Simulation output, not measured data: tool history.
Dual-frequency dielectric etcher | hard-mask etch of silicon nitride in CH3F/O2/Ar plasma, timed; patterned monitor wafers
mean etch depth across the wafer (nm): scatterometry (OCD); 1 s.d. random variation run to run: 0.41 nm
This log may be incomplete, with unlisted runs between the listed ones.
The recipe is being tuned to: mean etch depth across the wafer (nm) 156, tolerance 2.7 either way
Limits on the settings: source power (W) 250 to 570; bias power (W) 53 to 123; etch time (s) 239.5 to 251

run    day  source power (W)  bias power (W)  etch time (s)  mean etch depth across the wafer (nm)
  1      0               410              88          239.5                                 189.68
  2  0.179               410              88            251                                 199.54
  3  0.296               410             101            251                                 214.23
  4  0.542               380              92            250                                 198.21
  5  0.571               380              78            250                                 181.03
  6  0.788               350              77            250                                 175.23
  7  1.088               330              76            250                                  171.3
  8  1.358               310              75            250                                 167.46
  9  1.729               300              74            250                                 163.96
 10  1.912               290              74            250                                 162.81
 11      2               280              74            250                                 161.33
 12   2.25               270              74            250                                 159.01

Below are 5 possible settings for the next run. Only one of them brings all results inside the allowed miss of their targets. Which is it?
  A  2.5               290              77            243                                      ?
  B  2.5               250              70            249                                      ?
  C  2.5               310              71          249.5                                      ?
  D  2.5               250              87          240.5                                      ?
  E  2.5               290              72          243.5                                      ?

move  mean etch depth across the wafer (nm)
   A                                 161.78
   B                                 150.68
   C                                 161.86
   D                                 164.22
   E                                 156.16
A: misses by more than the last run did
B: the result that was furthest off in the last run now lies on the other side of its target
C: misses by more than the last run did
D: misses by more than the last run did
E: in spec on every target
The right move is E.
